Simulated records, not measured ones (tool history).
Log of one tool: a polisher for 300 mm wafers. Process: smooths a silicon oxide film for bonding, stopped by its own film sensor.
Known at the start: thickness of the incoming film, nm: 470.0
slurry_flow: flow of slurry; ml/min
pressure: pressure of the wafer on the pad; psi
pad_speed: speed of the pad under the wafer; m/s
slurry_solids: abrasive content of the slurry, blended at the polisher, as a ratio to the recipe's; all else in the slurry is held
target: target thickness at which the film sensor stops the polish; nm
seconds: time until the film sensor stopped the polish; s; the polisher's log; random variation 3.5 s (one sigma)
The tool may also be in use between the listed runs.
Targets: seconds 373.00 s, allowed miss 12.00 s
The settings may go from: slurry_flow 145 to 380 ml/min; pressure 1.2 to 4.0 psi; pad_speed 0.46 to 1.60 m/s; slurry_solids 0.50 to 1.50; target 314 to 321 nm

run	hour	slurry_flow	pressure	pad_speed	slurry_solids	target	seconds
1	0.0	245	2.6	1.02	1.00	321	162.35
2	8.6	245	2.6	0.88	1.00	321	176.28
3	15.8	245	2.6	0.88	1.00	321	176.66
4	17.1	245	2.3	0.88	1.00	321	193.51
5	22.5	245	2.3	0.88	1.00	314	206.54
6	30.5	245	2.2	0.84	1.00	314	216.99
7	34.2	245	2.1	0.80	1.00	314	230.85
8	37.1	245	2.0	0.76	1.00	314	245.50
9	38.1	245	1.9	0.74	1.00	314	258.72
10	42.7	245	1.8	0.72	1.00	314	275.16
11	48.1	245	1.7	0.70	1.00	314	286.64
12	53.0	245	1.7	0.70	1.00	314	287.79
13	57.8	245	1.6	0.68	1.00	314	301.38
14	59.3	245	1.6	0.66	1.00	314	310.23
15	66.1	240	1.4	0.62	1.00	314	359.10
16	69.5	230	1.4	0.62	1.00	314	353.27
17	78.3	225	1.4	0.62	1.00	314	354.75
18	80.7	220	1.4	0.62	1.00	314	360.02
19	88.8	210	1.4	0.62	1.00	314	358.83

4 next moves are on the table. One of them brings every result within its allowed miss. Which?
A	96.9	145	1.3	0.84	0.70	316	?
B	96.9	190	1.2	0.74	1.00	321	?
C	96.9	160	1.5	0.82	0.65	321	?
D	96.9	145	1.5	0.72	1.00	314	?

move	seconds
A	396.03
B	337.14
C	370.92
D	330.35
A: takes the result that was furthest off past its target
B: further off than the last run
C: meets every target
D: further off than the last run
The right move is C.
